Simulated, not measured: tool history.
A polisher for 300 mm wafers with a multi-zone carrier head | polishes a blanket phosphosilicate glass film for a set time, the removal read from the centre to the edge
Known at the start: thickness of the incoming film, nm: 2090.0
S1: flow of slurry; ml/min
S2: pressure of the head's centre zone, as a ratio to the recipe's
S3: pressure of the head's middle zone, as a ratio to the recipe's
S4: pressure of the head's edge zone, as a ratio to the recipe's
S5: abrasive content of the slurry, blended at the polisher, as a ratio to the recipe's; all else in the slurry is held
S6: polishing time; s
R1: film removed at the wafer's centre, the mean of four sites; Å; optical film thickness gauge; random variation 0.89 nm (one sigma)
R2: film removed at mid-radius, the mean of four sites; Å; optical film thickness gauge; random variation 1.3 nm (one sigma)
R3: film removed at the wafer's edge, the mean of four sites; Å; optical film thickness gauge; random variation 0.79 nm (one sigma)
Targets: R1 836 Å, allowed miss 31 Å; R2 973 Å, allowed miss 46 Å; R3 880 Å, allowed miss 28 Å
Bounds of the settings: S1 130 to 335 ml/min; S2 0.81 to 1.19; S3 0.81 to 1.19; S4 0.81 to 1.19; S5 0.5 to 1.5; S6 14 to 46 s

| run | day | S1 | S2 | S3 | S4 | S5 | S6 | R1 | R2 | R3 |
|---|---|---|---|---|---|---|---|---|---|---|
| 1 | 0 | 215 | 1 | 1 | 1 | 1 | 30 | 1778.6 | 1713.7 | 1777.4 |
| 2 | 0.325 | 215 | 1.03 | 1 | 1 | 1 | 30 | 1785.2 | 1713.8 | 1755.3 |
| 3 | 0.679 | 210 | 1.01 | 1.02 | 0.99 | 0.9 | 28 | 1541.2 | 1547.8 | 1547.7 |
| 4 | 0.825 | 210 | 1.01 | 1.09 | 0.99 | 0.9 | 28 | 1537 | 1612.2 | 1504.9 |
| 5 | 1.092 | 210 | 1.01 | 1.04 | 0.99 | 0.9 | 28 | 1538.1 | 1585.2 | 1527.1 |
| 6 | 1.254 | 210 | 0.94 | 1.04 | 0.99 | 0.9 | 28 | 1473.6 | 1574.1 | 1533 |
| 7 | 1.425 | 205 | 0.94 | 1.04 | 0.97 | 0.85 | 27 | 1340.3 | 1460.8 | 1413.6 |
| 8 | 1.467 | 205 | 0.94 | 1.04 | 0.97 | 0.85 | 27 | 1325.3 | 1436.7 | 1433.9 |
| 9 | 1.567 | 205 | 0.95 | 1.05 | 0.95 | 0.8 | 26 | 1252.9 | 1364.9 | 1304.6 |
| 10 | 1.821 | 175 | 0.85 | 1 | 0.85 | 0.55 | 21 | 650.63 | 743.54 | 717.59 |
| 11 | 1.846 | 190 | 0.86 | 1.01 | 0.86 | 0.55 | 21 | 663.34 | 759.03 | 741 |
| 12 | 2.021 | 200 | 0.88 | 1.03 | 0.87 | 0.55 | 21 | 688.2 | 774.25 | 743.26 |
| 13 | 2.058 | 200 | 0.89 | 1.05 | 0.89 | 0.55 | 21 | 687.68 | 781.46 | 745.74 |
| 14 | 2.367 | 250 | 0.97 | 1.15 | 0.98 | 0.8 | 21 | 1052.9 | 1224.5 | 1058.8 |
| 15 | 2.438 | 245 | 0.96 | 1.14 | 0.96 | 0.8 | 21 | 1037.7 | 1185.8 | 1070.3 |
| 16 | 2.533 | 240 | 0.95 | 1.14 | 0.94 | 0.8 | 21 | 1047.6 | 1222.8 | 1047 |
| 17 | 2.871 | 215 | 0.85 | 1.04 | 0.91 | 0.55 | 21 | 663.94 | 787.44 | 749.2 |
| 18 | 2.942 | 215 | 0.87 | 1.06 | 0.93 | 0.55 | 21 | 679.43 | 816.01 | 747.96 |
| 19 | 3.046 | 215 | 0.88 | 1.06 | 0.94 | 0.55 | 21 | 676.24 | 801.81 | 753.23 |
| 20 | 3.354 | 215 | 0.89 | 1.07 | 0.95 | 0.55 | 21 | 699.81 | 816.79 | 769.73 |

5 next moves are on the table. One of them brings every result within its allowed miss. Which?
| A | 3.662 | 250 | 0.92 | 1.12 | 0.96 | 0.7 | 19 | ? | ? | ? |
| B | 3.662 | 210 | 0.95 | 0.81 | 1.04 | 0.6 | 20 | ? | ? | ? |
| C | 3.662 | 235 | 0.97 | 1.05 | 0.89 | 0.6 | 21 | ? | ? | ? |
| D | 3.662 | 265 | 0.88 | 1.19 | 0.84 | 0.7 | 20 | ? | ? | ? |
| E | 3.662 | 230 | 0.97 | 1.18 | 0.85 | 0.55 | 23 | ? | ? | ? |

| move | R1 | R2 | R3 |
|---|---|---|---|
| A | 819.08 | 973.9 | 869.76 |
| B | 752.76 | 666.94 | 808.01 |
| C | 819.47 | 882.41 | 817.74 |
| D | 836.92 | 1087.7 | 886.3 |
| E | 820.7 | 976.25 | 807.62 |
A: meets every target
B: further off than the last run
C: brings the result that was furthest off to its target, and leaves another outside
D: brings the result that was furthest off to its target, and leaves another outside
E: brings the result that was furthest off to its target, and leaves another outside
Move A is the one to make.

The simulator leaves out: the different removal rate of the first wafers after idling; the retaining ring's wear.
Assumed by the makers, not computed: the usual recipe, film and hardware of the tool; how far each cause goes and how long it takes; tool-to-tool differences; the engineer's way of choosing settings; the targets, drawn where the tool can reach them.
